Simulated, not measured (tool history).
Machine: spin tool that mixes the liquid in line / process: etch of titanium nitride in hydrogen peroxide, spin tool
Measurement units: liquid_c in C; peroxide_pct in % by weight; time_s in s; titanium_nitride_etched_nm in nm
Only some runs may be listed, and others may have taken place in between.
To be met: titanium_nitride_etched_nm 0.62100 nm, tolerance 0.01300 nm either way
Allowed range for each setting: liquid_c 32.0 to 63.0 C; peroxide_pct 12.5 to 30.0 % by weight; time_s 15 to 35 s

run	hour	liquid_c	peroxide_pct	time_s	titanium_nitride_etched_nm
1	0.0	47.0	23.5	35	0.88891
2	4.1	47.0	23.5	35	0.88982
3	10.8	47.0	23.5	35	0.88603
4	13.5	47.0	23.5	35	0.89750
5	16.8	53.0	23.5	35	1.35990
6	25.1	53.0	18.5	35	1.30580
7	25.7	52.0	18.5	35	1.20490
8	31.0	51.0	18.5	35	1.14660
9	33.2	50.0	18.5	35	1.05680
10	39.9	42.0	18.5	35	0.58770
11	42.2	42.5	18.5	35	0.60743

Pick the move, out of 4, that brings all results within their allowed miss; only one does.
A	44.5	41.5	24.0	35	?
B	44.5	43.0	18.0	35	?
C	44.5	42.5	17.0	35	?
D	44.5	42.5	16.0	35	?

move	titanium_nitride_etched_nm
A	0.59143
B	0.62294
C	0.59259
D	0.58504
A: misses by more than the last run did
B: each result inside its tolerance
C: misses by more than the last run did
D: misses by more than the last run did
Answer: B
